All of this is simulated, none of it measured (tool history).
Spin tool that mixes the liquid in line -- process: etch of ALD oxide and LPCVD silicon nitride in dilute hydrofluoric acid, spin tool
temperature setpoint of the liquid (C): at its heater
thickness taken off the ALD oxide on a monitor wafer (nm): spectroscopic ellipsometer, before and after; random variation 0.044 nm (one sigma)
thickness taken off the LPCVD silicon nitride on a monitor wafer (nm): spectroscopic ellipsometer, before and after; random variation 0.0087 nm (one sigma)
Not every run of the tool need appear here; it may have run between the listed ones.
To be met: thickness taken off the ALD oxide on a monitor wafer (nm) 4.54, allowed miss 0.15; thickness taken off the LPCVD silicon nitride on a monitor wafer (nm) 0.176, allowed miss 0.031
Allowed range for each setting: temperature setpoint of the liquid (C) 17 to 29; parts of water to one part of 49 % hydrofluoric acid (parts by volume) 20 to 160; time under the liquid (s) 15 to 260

run    day  temperature setpoint of the liquid (C)  parts of water to one part of 49 % hydrofluoric acid (parts by volume)  time under the liquid (s)  thickness taken off the ALD oxide on a monitor wafer (nm)  thickness taken off the LPCVD silicon nitride on a monitor wafer (nm)
  1      0                                      21                                                                      90                        130                                                     15.715                                                                0.51101
  2  0.129                                    18.5                                                                      90                        130                                                     14.121                                                                0.50267
  3  0.317                                    18.5                                                                      90                        105                                                     11.533                                                                0.34701
  4   0.65                                    18.5                                                                     105                        105                                                     9.6323                                                                0.32679
  5  0.762                                    20.5                                                                     105                        105                                                     10.416                                                                0.33652
  6  0.871                                    20.5                                                                      80                        105                                                     13.982                                                                 0.5051
  7  1.133                                    20.5                                                                      80                        105                                                     14.205                                                                0.53083
  8  1.442                                      21                                                                      95                        100                                                     11.255                                                                0.43064
  9  1.738                                      18                                                                     130                        100                                                     7.0319                                                                0.25415
 10  1.804                                      18                                                                     135                        100                                                     6.6956                                                                0.26581
 11  1.992                                      18                                                                     140                         95                                                      6.257                                                                0.21413
 12  2.025                                      18                                                                     145                         95                                                     5.9187                                                                0.21647
 13  2.267                                    17.5                                                                     155                         90                                                      5.037                                                                0.17744
 14  2.608                                    17.5                                                                     155                         90                                                     5.1512                                                                0.18024

Next run, 4 choices. One meets every target within its allowed miss, the rest don't. Which?
  A  2.95                                    23.5                                                                     150                         55                                                          ?                                                                      ?
  B  2.95                                    17.5                                                                     160                         90                                                          ?                                                                      ?
  C  2.95                                      17                                                                     160                         95                                                          ?                                                                      ?
  D  2.95                                      20                                                                     160                         75                                                          ?                                                                      ?

move  thickness taken off the ALD oxide on a monitor wafer (nm)  thickness taken off the LPCVD silicon nitride on a monitor wafer (nm)
   A                                                     4.1124                                                                0.19171
   B                                                     4.9262                                                                0.19777
   C                                                     5.0953                                                                0.20176
   D                                                     4.5376                                                                  0.195
A: takes the result that was furthest off past its target
B: nearer the targets than the last run, but a result is still out of spec
C: nearer the targets than the last run, but a result is still out of spec
D: every result lands within tolerance
Go with D: it meets all targets.

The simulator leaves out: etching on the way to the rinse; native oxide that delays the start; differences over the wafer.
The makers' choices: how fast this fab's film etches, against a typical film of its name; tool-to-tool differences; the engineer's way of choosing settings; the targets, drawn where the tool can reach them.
